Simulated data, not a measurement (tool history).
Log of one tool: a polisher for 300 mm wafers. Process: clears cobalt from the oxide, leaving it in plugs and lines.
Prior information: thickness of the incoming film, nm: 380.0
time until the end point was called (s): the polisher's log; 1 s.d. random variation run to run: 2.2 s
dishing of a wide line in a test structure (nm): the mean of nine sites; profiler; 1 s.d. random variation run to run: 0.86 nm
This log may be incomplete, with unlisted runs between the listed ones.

| run | hour | flow of slurry (ml/min) | pressure of the wafer on the pad (psi) | speed of the pad under the wafer (cm/s) | overpolish time after the end point (s) | time until the end point was called (s) | dishing of a wide line in a test structure (nm) |
|---|---|---|---|---|---|---|---|
| 1 | 0 | 140 | 2.2 | 84 | 21 | 74.018 | 47.573 |
| 2 | 3.3 | 140 | 2.1 | 84 | 22 | 76.851 | 45.656 |
| 3 | 11.8 | 140 | 2.1 | 84 | 28 | 75.392 | 52.236 |
| 4 | 16.9 | 165 | 2.1 | 84 | 28 | 72.899 | 52.972 |
| 5 | 19.9 | 165 | 2.7 | 84 | 28 | 62.772 | 56.382 |
| 6 | 20.5 | 165 | 2.7 | 84 | 19 | 61.565 | 48.177 |

Run 7, settings as shown, results not yet in. Your forecast:
| 7 | 25.6 | 165 | 2.5 | 82 | 20 | ? | ? |

{"run 7": {"time until the end point was called (s)": 66.788, "dishing of a wide line in a test structure (nm)": 46.54}}
